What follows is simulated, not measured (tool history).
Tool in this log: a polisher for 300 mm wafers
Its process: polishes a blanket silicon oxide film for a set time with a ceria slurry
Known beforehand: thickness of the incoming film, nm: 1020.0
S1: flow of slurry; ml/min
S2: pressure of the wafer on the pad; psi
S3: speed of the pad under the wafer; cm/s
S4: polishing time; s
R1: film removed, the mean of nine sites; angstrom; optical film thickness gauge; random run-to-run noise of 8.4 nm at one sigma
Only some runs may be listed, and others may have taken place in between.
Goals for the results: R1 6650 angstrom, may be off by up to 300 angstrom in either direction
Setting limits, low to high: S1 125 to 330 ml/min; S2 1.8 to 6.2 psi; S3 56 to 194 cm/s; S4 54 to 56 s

| run | hour | S1 | S2 | S3 | S4 | R1 |
|---|---|---|---|---|---|---|
| 1 | 0 | 210 | 4 | 124 | 54 | 3382 |
| 2 | 8.4 | 210 | 4 | 102 | 54 | 2772.8 |
| 3 | 17.2 | 210 | 4.5 | 110 | 54 | 3293.7 |
| 4 | 23.9 | 260 | 4.5 | 110 | 54 | 3471.6 |
| 5 | 29.7 | 260 | 4.5 | 84 | 54 | 2640.2 |
| 6 | 30.5 | 280 | 4.5 | 84 | 54 | 2668.6 |
| 7 | 37.2 | 280 | 4.9 | 96 | 54 | 3340.8 |
| 8 | 38.3 | 280 | 4.9 | 96 | 54 | 3306.7 |
| 9 | 45.8 | 280 | 5.2 | 106 | 54 | 3739 |
| 10 | 52.6 | 280 | 5.4 | 116 | 54 | 4258.3 |
| 11 | 56.7 | 280 | 5.6 | 124 | 54 | 4571.6 |
| 12 | 64.1 | 280 | 5.7 | 132 | 54 | 5036.5 |
| 13 | 66.1 | 280 | 5.8 | 138 | 54 | 5368.6 |
| 14 | 71.3 | 280 | 5.9 | 142 | 54 | 5597.1 |
| 15 | 71.9 | 280 | 6 | 146 | 54 | 5900.4 |
| 16 | 75.2 | 280 | 6 | 146 | 54 | 5917.3 |
| 17 | 79.6 | 280 | 6 | 148 | 54 | 5996 |
| 18 | 81.7 | 280 | 6 | 148 | 54 | 6038.6 |
| 19 | 90.6 | 280 | 6 | 150 | 54 | 6058.7 |
| 20 | 97.4 | 280 | 6 | 152 | 54 | 5965.8 |
| 21 | 104.1 | 280 | 6 | 154 | 54 | 6164.1 |

Which of these 4 next moves meets every target?
| A | 110.8 | 265 | 5.7 | 178 | 54 | ? |
| B | 110.8 | 220 | 6.2 | 142 | 56 | ? |
| C | 110.8 | 245 | 5.7 | 158 | 55 | ? |
| D | 110.8 | 270 | 6 | 142 | 54 | ? |

| move | R1 |
|---|---|
| A | 6754.3 |
| B | 5929.9 |
| C | 6074.2 |
| D | 5676.5 |
A: every result within its allowed miss
B: lands further from the targets than the last run did
C: lands further from the targets than the last run did
D: lands further from the targets than the last run did
Move A is the one to make.

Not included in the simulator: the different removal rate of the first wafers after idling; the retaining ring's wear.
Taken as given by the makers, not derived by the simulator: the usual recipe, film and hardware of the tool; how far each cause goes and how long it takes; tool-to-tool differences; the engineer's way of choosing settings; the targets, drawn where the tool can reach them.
